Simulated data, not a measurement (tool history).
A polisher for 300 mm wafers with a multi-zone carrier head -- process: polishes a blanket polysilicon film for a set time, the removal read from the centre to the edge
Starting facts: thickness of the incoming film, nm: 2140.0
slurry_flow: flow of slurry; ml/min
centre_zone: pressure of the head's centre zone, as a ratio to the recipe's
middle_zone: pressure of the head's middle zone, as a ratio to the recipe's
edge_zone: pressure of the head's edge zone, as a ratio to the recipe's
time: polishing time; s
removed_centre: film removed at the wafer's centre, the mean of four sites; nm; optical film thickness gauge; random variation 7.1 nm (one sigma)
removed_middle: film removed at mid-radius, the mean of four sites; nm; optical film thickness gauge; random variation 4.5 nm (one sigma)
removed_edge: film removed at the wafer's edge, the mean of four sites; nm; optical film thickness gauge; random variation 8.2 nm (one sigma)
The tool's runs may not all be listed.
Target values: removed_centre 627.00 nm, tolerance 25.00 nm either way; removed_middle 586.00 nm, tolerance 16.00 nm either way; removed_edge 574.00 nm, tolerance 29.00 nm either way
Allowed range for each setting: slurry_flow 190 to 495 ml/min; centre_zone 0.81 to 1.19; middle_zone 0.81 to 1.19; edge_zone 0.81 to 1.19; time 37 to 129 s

Run 1, hour 0.0: slurry_flow 320 ml/min, centre_zone 1.00, middle_zone 1.00, edge_zone 1.00, time 83 s. Result: removed_centre 451.17 nm, removed_middle 467.12 nm, removed_edge 473.91 nm.
Run 2, hour 7.7: slurry_flow 320 ml/min, centre_zone 1.07, middle_zone 1.00, edge_zone 1.00, time 83 s. Result: removed_centre 497.74 nm, removed_middle 463.48 nm, removed_edge 466.41 nm.
Run 3, hour 11.2: slurry_flow 320 ml/min, centre_zone 1.08, middle_zone 1.01, edge_zone 1.02, time 85 s. Result: removed_centre 502.96 nm, removed_middle 487.19 nm, removed_edge 476.13 nm.
Run 4, hour 15.2: slurry_flow 320 ml/min, centre_zone 1.09, middle_zone 1.01, edge_zone 1.03, time 87 s. Result: removed_centre 523.60 nm, removed_middle 486.66 nm, removed_edge 494.71 nm.
Run 5, hour 20.7: slurry_flow 320 ml/min, centre_zone 1.09, middle_zone 0.94, edge_zone 1.03, time 87 s. Result: removed_centre 512.28 nm, removed_middle 467.41 nm, removed_edge 501.40 nm.
Run 6, hour 25.4: slurry_flow 320 ml/min, centre_zone 1.09, middle_zone 0.98, edge_zone 1.03, time 87 s. Result: removed_centre 516.60 nm, removed_middle 481.15 nm, removed_edge 502.23 nm.
Run 7, hour 31.7: slurry_flow 325 ml/min, centre_zone 1.10, middle_zone 1.00, edge_zone 1.04, time 88 s. Result: removed_centre 541.36 nm, removed_middle 493.38 nm, removed_edge 505.18 nm.
Run 8, hour 36.6: slurry_flow 330 ml/min, centre_zone 1.10, middle_zone 1.01, edge_zone 1.05, time 89 s. Result: removed_centre 542.09 nm, removed_middle 500.54 nm, removed_edge 503.53 nm.
Run 9, hour 38.1: slurry_flow 330 ml/min, centre_zone 1.10, middle_zone 1.01, edge_zone 1.05, time 91 s. Result: removed_centre 554.25 nm, removed_middle 525.03 nm, removed_edge 519.18 nm.

Which one of the following 4 next-run settings gets every result inside its allowed miss? There is exactly one.
Run A, hour 39.6: slurry_flow 385 ml/min, centre_zone 1.19, middle_zone 1.12, edge_zone 1.00, time 102 s. Result: removed_centre ?, removed_middle ?, removed_edge ?.
Run B, hour 39.6: slurry_flow 345 ml/min, centre_zone 1.10, middle_zone 1.03, edge_zone 1.05, time 102 s. Result: removed_centre ?, removed_middle ?, removed_edge ?.
Run C, hour 39.6: slurry_flow 320 ml/min, centre_zone 1.16, middle_zone 1.05, edge_zone 0.91, time 106 s. Result: removed_centre ?, removed_middle ?, removed_edge ?.
Run D, hour 39.6: slurry_flow 320 ml/min, centre_zone 1.16, middle_zone 1.06, edge_zone 0.94, time 105 s. Result: removed_centre ?, removed_middle ?, removed_edge ?.

move  removed_centre  removed_middle  removed_edge
   A          688.61          621.10        580.89
   B          631.42          580.32        587.33
   C          685.25          606.75        577.75
   D          678.83          605.01        578.43
A: takes the result that was furthest off past its target
B: hits every target within its allowed miss
C: takes the result that was furthest off past its target
D: takes the result that was furthest off past its target
Move B is the one to make.

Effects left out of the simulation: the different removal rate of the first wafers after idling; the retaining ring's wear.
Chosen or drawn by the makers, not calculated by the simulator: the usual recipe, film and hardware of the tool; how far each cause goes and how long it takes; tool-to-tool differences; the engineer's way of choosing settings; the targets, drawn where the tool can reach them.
